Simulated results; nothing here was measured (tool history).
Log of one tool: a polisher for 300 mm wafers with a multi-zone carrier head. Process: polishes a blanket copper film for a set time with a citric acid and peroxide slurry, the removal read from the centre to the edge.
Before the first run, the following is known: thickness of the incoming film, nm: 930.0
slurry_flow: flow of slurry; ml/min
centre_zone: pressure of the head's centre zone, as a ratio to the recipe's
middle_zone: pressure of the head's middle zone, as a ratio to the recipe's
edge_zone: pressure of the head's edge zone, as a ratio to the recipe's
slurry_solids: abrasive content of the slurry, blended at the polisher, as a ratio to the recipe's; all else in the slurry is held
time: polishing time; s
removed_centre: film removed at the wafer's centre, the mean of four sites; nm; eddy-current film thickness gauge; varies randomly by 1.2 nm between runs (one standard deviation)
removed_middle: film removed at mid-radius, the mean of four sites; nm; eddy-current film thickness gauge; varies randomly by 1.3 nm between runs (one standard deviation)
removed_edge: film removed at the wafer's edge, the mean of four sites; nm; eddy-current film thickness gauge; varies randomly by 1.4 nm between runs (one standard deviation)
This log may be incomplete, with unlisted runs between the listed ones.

| run | day | slurry_flow | centre_zone | middle_zone | edge_zone | slurry_solids | time | removed_centre | removed_middle | removed_edge |
|---|---|---|---|---|---|---|---|---|---|---|
| 1 | 0.000 | 230 | 1.00 | 1.00 | 1.00 | 1.00 | 42 | 146.26 | 147.37 | 144.86 |
| 2 | 0.229 | 230 | 1.00 | 1.00 | 0.94 | 1.00 | 42 | 147.04 | 151.69 | 142.50 |
| 3 | 0.538 | 230 | 1.00 | 0.93 | 0.94 | 1.00 | 42 | 146.58 | 142.97 | 141.91 |
| 4 | 0.600 | 230 | 1.00 | 0.93 | 0.94 | 1.00 | 37 | 127.66 | 125.59 | 125.74 |
| 5 | 0.925 | 230 | 1.00 | 0.93 | 0.98 | 1.00 | 37 | 129.43 | 123.70 | 129.75 |
| 6 | 1.279 | 225 | 0.98 | 0.94 | 0.94 | 0.90 | 36 | 117.58 | 118.14 | 117.33 |
| 7 | 1.408 | 220 | 0.95 | 0.94 | 0.91 | 0.85 | 36 | 112.64 | 115.57 | 112.29 |
| 8 | 1.562 | 215 | 0.92 | 0.95 | 0.89 | 0.80 | 36 | 107.74 | 114.55 | 113.65 |

Run 9 comes next. What will it give?
| 9 | 1.825 | 215 | 0.91 | 0.97 | 0.87 | 0.75 | 35 | ? | ? | ? |

removed_centre: 101.79 nm
removed_middle: 110.20 nm
removed_edge: 105.06 nm
